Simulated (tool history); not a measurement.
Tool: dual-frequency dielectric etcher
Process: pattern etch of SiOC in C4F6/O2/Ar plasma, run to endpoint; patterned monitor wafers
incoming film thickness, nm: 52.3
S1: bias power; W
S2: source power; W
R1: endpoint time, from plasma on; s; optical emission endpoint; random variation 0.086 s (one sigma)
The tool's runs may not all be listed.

{"run": 1, "hour": 0.0, "S1": 482, "S2": 410, "R1": 19.096}
{"run": 2, "hour": 6.5, "S1": 482, "S2": 450, "R1": 18.548}
{"run": 3, "hour": 14.0, "S1": 521, "S2": 450, "R1": 18.311}
{"run": 4, "hour": 22.6, "S1": 579, "S2": 450, "R1": 17.753}
{"run": 5, "hour": 25.8, "S1": 596, "S2": 460, "R1": 17.343}
{"run": 6, "hour": 27.8, "S1": 637, "S2": 460, "R1": 16.888}
{"run": 7, "hour": 30.4, "S1": 644, "S2": 460, "R1": 16.871}

Run 8 comes next. What will it give?
{"run": 8, "hour": 36.6, "S1": 650, "S2": 470, "R1": "?"}

R1: 16.877 s

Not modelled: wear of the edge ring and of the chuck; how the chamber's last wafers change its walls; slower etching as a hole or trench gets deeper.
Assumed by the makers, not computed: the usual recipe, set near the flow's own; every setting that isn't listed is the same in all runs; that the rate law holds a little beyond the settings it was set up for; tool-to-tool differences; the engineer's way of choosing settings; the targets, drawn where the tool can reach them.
